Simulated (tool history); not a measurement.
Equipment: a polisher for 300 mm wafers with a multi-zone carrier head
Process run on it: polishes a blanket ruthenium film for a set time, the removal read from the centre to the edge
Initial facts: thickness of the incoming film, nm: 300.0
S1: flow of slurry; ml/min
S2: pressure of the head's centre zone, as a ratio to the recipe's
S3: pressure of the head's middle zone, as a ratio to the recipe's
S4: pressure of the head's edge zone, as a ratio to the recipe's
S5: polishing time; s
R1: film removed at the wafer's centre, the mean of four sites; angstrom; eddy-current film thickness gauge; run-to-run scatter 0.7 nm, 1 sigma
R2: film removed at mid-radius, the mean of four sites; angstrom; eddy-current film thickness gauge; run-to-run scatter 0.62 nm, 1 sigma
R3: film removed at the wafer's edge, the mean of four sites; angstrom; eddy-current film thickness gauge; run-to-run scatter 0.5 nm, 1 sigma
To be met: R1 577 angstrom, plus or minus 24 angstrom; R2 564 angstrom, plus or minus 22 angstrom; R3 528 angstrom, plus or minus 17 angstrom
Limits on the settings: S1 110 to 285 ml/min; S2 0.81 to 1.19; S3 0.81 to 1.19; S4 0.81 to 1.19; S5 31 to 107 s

run	hour	S1	S2	S3	S4	S5	R1	R2	R3
1	0	180	1	1	1	69	824.35	780.54	802.82
2	6.6	180	1	0.95	1	69	791.23	762.48	786.58
3	10.8	210	1	0.95	1	69	846.33	787.31	813.07
4	17.3	200	0.99	0.96	0.94	62	733.24	701.88	709.06
5	24.6	190	1	0.98	0.9	57	697.52	646.28	626.66
6	33	190	1	1.03	0.9	57	684.43	685.61	625.41
7	38.5	175	0.99	1.01	0.87	55	635.46	641.08	588.59
8	39.8	160	0.99	0.99	0.85	54	621.98	612.7	569.76
9	40.7	150	0.99	0.98	0.84	53	596.57	585.28	548.52

4 next moves are on the table. One of them brings every result within its allowed miss. Which?
A	41.6	175	0.96	0.96	0.81	51	?	?	?
B	41.6	155	1.08	0.93	0.9	49	?	?	?
C	41.6	110	0.95	0.88	0.86	52	?	?	?
D	41.6	130	1.09	0.97	0.81	53	?	?	?

move	R1	R2	R3
A	573.14	553.43	528.22
B	607.24	508.01	525.18
C	528.19	484.85	523.25
D	641.3	552.69	530.3
A: all results in spec
B: the worst result of the last run now meets its target, but another is out of spec
C: the worst result of the last run now meets its target, but another is out of spec
D: the worst result of the last run now meets its target, but another is out of spec
Answer: A
